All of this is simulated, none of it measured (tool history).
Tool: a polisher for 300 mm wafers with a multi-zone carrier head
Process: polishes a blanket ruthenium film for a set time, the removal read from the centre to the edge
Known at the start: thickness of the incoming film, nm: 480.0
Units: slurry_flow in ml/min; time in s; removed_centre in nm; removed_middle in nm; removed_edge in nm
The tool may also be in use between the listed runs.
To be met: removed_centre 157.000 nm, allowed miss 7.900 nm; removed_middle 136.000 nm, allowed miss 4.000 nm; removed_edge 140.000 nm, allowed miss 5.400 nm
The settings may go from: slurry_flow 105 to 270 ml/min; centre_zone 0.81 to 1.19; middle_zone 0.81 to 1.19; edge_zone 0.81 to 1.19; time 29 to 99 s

run 1 hour=0.0 | slurry_flow=175 centre_zone=1.00 middle_zone=1.00 edge_zone=1.00 time=64 | removed_centre=102.170 removed_middle=101.120 removed_edge=99.081
run 2 hour=0.8 | slurry_flow=180 centre_zone=1.02 middle_zone=1.00 edge_zone=1.02 time=66 | removed_centre=108.340 removed_middle=102.520 removed_edge=104.180
run 3 hour=9.0 | slurry_flow=160 centre_zone=1.02 middle_zone=1.00 edge_zone=1.02 time=66 | removed_centre=101.130 removed_middle=102.850 removed_edge=101.650
run 4 hour=9.8 | slurry_flow=160 centre_zone=1.02 middle_zone=1.00 edge_zone=0.97 time=66 | removed_centre=104.250 removed_middle=101.120 removed_edge=98.345
run 5 hour=13.9 | slurry_flow=170 centre_zone=1.04 middle_zone=1.01 edge_zone=0.99 time=67 | removed_centre=109.420 removed_middle=106.600 removed_edge=100.160
run 6 hour=17.8 | slurry_flow=170 centre_zone=1.04 middle_zone=0.97 edge_zone=0.99 time=67 | removed_centre=108.350 removed_middle=101.820 removed_edge=100.490
run 7 hour=24.2 | slurry_flow=180 centre_zone=1.05 middle_zone=0.98 edge_zone=1.01 time=68 | removed_centre=115.140 removed_middle=104.910 removed_edge=105.500
run 8 hour=29.8 | slurry_flow=190 centre_zone=1.06 middle_zone=0.99 edge_zone=1.03 time=69 | removed_centre=115.750 removed_middle=108.950 removed_edge=109.100

Which of these 4 next moves meets every target?
run A hour=35.4 | slurry_flow=185 centre_zone=1.05 middle_zone=0.91 edge_zone=0.96 time=92 | removed_centre=? removed_middle=? removed_edge=?
run B hour=35.4 | slurry_flow=205 centre_zone=1.01 middle_zone=0.97 edge_zone=1.13 time=81 | removed_centre=? removed_middle=? removed_edge=?
run C hour=35.4 | slurry_flow=140 centre_zone=0.96 middle_zone=0.91 edge_zone=1.19 time=57 | removed_centre=? removed_middle=? removed_edge=?
run D hour=35.4 | slurry_flow=215 centre_zone=1.08 middle_zone=0.88 edge_zone=1.13 time=93 | removed_centre=? removed_middle=? removed_edge=?

move=A removed_centre=150.670 removed_middle=134.940 removed_edge=141.190
move=B removed_centre=131.590 removed_middle=127.380 removed_edge=134.630
move=C removed_centre=82.446 removed_middle=79.085 removed_edge=92.078
move=D removed_centre=159.410 removed_middle=135.760 removed_edge=155.570
A: meets every target
B: nearer than the last run, and not there yet
C: further off than the last run
D: brings the result that was furthest off to its target, and leaves another outside
Move A is the one to make.
